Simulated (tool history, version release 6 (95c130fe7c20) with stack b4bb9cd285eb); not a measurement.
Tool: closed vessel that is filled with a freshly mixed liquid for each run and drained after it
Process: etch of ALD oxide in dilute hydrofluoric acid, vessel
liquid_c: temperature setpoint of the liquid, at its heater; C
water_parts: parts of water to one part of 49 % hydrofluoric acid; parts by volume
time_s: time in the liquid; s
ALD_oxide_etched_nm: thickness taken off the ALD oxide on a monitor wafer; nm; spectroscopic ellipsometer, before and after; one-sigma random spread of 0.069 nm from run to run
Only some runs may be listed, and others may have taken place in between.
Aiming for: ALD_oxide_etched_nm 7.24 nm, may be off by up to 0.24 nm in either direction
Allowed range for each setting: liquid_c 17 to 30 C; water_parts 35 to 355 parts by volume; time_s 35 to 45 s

run,hour,liquid_c,water_parts,time_s,ALD_oxide_etched_nm
1,0,22,195,45,4.2402
2,8.1,22,195,35,3.2482
3,13,24.5,165,35,4.304
4,17.3,26,140,35,5.621
5,22.4,26,140,35,5.6741
6,26.4,27,135,35,6.1522
7,33.8,28,135,35,6.3845
8,35.8,28.5,135,35,6.4352
9,39.3,29,130,35,6.8392
10,43,29.5,130,35,6.8687

Of the 5 settings listed for the next run, only one would bring every result within its allowed miss of target. Which one?
A,46.7,30,140,35,?
B,46.7,29.5,125,35,?
C,46.7,26,120,35,?
D,46.7,30,135,35,?
E,46.7,30,145,35,?

move,ALD_oxide_etched_nm
A,6.5091
B,7.303
C,6.7128
D,6.7953
E,6.2431
A: moves away from the targets compared with the last run
B: all results in spec
C: moves away from the targets compared with the last run
D: moves away from the targets compared with the last run
E: moves away from the targets compared with the last run
Go with B: it meets all targets.
